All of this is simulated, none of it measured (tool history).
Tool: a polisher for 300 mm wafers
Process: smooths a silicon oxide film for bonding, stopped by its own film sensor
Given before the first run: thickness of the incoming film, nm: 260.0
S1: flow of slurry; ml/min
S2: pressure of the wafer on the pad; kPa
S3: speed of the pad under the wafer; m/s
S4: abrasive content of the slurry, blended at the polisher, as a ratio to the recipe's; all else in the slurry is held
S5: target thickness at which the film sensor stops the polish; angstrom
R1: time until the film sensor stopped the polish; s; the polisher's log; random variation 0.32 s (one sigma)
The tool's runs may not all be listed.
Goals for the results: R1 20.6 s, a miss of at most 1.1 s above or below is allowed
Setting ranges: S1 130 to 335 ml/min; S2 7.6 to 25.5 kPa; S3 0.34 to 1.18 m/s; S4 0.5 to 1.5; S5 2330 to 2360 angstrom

run,day,S1,S2,S3,S4,S5,R1
1,0,215,16.5,0.76,1,2330,36.85
2,0.317,215,16.5,0.76,1.1,2330,34.097
3,0.542,215,16.5,0.64,1.1,2330,38.874
4,0.846,215,19.3,0.68,1.1,2330,31.419
# day 1.071: head pressure recalibrated
5,1.071,215,21.4,0.7,1.1,2330,25.925
6,1.142,215,22.1,0.7,1.1,2330,25.45
7,1.454,215,22.8,0.7,1.1,2330,25.051
8,1.796,215,22.8,0.7,1.1,2330,24.604
9,1.871,215,23.4,0.7,1.1,2330,23.615
10,1.992,215,24.1,0.7,1.1,2330,22.957
11,2.229,215,24.8,0.7,1.1,2330,22.082

Pick the move, out of 4, that brings all results within their allowed miss; only one does.
A,2.467,205,22.1,0.84,0.85,2330,?
B,2.467,210,24.8,0.56,1.15,2360,?
C,2.467,210,24.8,0.64,1.2,2360,?
D,2.467,175,22.1,0.68,1.1,2360,?

move,R1
A,25.801
B,23.492
C,20.665
D,23.774
A: further off than the last run
B: further off than the last run
C: each result inside its tolerance
D: further off than the last run
So the answer is move C, the one that meets all the targets.

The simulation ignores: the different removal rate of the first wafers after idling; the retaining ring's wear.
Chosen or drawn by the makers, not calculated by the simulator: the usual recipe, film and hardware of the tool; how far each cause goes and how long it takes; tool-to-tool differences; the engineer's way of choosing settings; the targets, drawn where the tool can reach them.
